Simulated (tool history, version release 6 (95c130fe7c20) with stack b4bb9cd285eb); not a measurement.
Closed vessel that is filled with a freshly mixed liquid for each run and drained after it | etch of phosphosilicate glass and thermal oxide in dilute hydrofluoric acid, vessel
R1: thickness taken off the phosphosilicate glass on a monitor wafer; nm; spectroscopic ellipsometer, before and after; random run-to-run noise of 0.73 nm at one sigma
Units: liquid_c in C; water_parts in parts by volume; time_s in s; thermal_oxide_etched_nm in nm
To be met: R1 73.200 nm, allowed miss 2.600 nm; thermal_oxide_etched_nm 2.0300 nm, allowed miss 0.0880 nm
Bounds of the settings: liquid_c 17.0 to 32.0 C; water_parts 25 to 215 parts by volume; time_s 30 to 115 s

{"run": 1, "hour": 0.0, "liquid_c": 24.0, "water_parts": 120, "time_s": 60, "R1": 81.714, "thermal_oxide_etched_nm": 2.3234}
{"run": 2, "hour": 5.1, "liquid_c": 24.0, "water_parts": 120, "time_s": 45, "R1": 60.998, "thermal_oxide_etched_nm": 1.7224}
{"run": 3, "hour": 8.8, "liquid_c": 24.0, "water_parts": 120, "time_s": 30, "R1": 40.091, "thermal_oxide_etched_nm": 1.1502}
{"run": 4, "hour": 14.2, "liquid_c": 25.5, "water_parts": 120, "time_s": 30, "R1": 43.204, "thermal_oxide_etched_nm": 1.2085}
{"run": 5, "hour": 22.4, "liquid_c": 24.0, "water_parts": 120, "time_s": 30, "R1": 41.641, "thermal_oxide_etched_nm": 1.1554}
{"run": 6, "hour": 28.1, "liquid_c": 26.0, "water_parts": 105, "time_s": 30, "R1": 51.473, "thermal_oxide_etched_nm": 1.4335}
{"run": 7, "hour": 33.4, "liquid_c": 27.5, "water_parts": 100, "time_s": 30, "R1": 58.44, "thermal_oxide_etched_nm": 1.621}
{"run": 8, "hour": 35.3, "liquid_c": 29.0, "water_parts": 100, "time_s": 30, "R1": 62.283, "thermal_oxide_etched_nm": 1.6888}
{"run": 9, "hour": 37.8, "liquid_c": 29.5, "water_parts": 95, "time_s": 30, "R1": 65.098, "thermal_oxide_etched_nm": 1.8407}
{"run": 10, "hour": 44.1, "liquid_c": 30.0, "water_parts": 95, "time_s": 30, "R1": 67.465, "thermal_oxide_etched_nm": 1.9061}
{"run": 11, "hour": 45.9, "liquid_c": 30.5, "water_parts": 95, "time_s": 30, "R1": 69.201, "thermal_oxide_etched_nm": 1.8815}

5 next moves are on the table. One of them brings every result within its allowed miss. Which?
{"run": "A", "hour": 47.7, "liquid_c": 31.5, "water_parts": 155, "time_s": 55, "R1": "?", "thermal_oxide_etched_nm": "?"}
{"run": "B", "hour": 47.7, "liquid_c": 30.5, "water_parts": 135, "time_s": 45, "R1": "?", "thermal_oxide_etched_nm": "?"}
{"run": "C", "hour": 47.7, "liquid_c": 32.0, "water_parts": 115, "time_s": 35, "R1": "?", "thermal_oxide_etched_nm": "?"}
{"run": "D", "hour": 47.7, "liquid_c": 32.0, "water_parts": 160, "time_s": 50, "R1": "?", "thermal_oxide_etched_nm": "?"}
{"run": "E", "hour": 47.7, "liquid_c": 32.0, "water_parts": 130, "time_s": 40, "R1": "?", "thermal_oxide_etched_nm": "?"}

move=A R1=72.509 thermal_oxide_etched_nm=2.0691
move=B R1=67.732 thermal_oxide_etched_nm=1.9328
move=C R1=67.282 thermal_oxide_etched_nm=1.9200
move=D R1=64.496 thermal_oxide_etched_nm=1.8405
move=E R1=66.446 thermal_oxide_etched_nm=1.8961
A: hits every target within its allowed miss
B: lands further from the targets than the last run did
C: lands further from the targets than the last run did
D: lands further from the targets than the last run did
E: lands further from the targets than the last run did
Correct choice: A, which meets every target

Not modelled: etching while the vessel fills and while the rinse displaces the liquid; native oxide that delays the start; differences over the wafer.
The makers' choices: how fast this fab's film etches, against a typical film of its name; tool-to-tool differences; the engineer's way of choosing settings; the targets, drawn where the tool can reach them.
